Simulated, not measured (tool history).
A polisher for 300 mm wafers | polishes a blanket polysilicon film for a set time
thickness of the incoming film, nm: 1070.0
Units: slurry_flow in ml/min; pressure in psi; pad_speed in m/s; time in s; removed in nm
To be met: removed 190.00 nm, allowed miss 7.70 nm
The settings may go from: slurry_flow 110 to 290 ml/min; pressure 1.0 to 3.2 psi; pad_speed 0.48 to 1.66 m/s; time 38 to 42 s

| run | hour | slurry_flow | pressure | pad_speed | time | removed |
|---|---|---|---|---|---|---|
| 1 | 0.0 | 185 | 2.1 | 1.06 | 42 | 290.15 |
| 2 | 7.7 | 185 | 1.9 | 1.06 | 42 | 273.26 |
| 3 | 8.9 | 185 | 1.7 | 1.06 | 42 | 250.01 |
| 4 | 16.6 | 185 | 1.4 | 1.06 | 42 | 212.34 |
| 5 | 19.9 | 185 | 1.3 | 1.06 | 42 | 204.38 |
| 6 | 28.8 | 185 | 1.8 | 1.06 | 42 | 258.54 |
| 7 | 31.6 | 185 | 1.7 | 1.06 | 42 | 250.14 |
| 8 | 35.3 | 185 | 1.6 | 1.06 | 42 | 238.31 |
| 9 | 40.9 | 180 | 1.1 | 1.04 | 42 | 177.56 |

Which of these 4 next moves meets every target?
| A | 46.5 | 200 | 1.5 | 0.94 | 40 | ? |
| B | 46.5 | 145 | 1.1 | 1.34 | 40 | ? |
| C | 46.5 | 140 | 1.5 | 1.06 | 39 | ? |
| D | 46.5 | 195 | 1.2 | 1.12 | 42 | ? |

| move | removed |
|---|---|
| A | 191.66 |
| B | 210.18 |
| C | 203.15 |
| D | 202.31 |
A: meets every target
B: takes the result that was furthest off past its target
C: takes the result that was furthest off past its target
D: takes the result that was furthest off past its target
Answer: A

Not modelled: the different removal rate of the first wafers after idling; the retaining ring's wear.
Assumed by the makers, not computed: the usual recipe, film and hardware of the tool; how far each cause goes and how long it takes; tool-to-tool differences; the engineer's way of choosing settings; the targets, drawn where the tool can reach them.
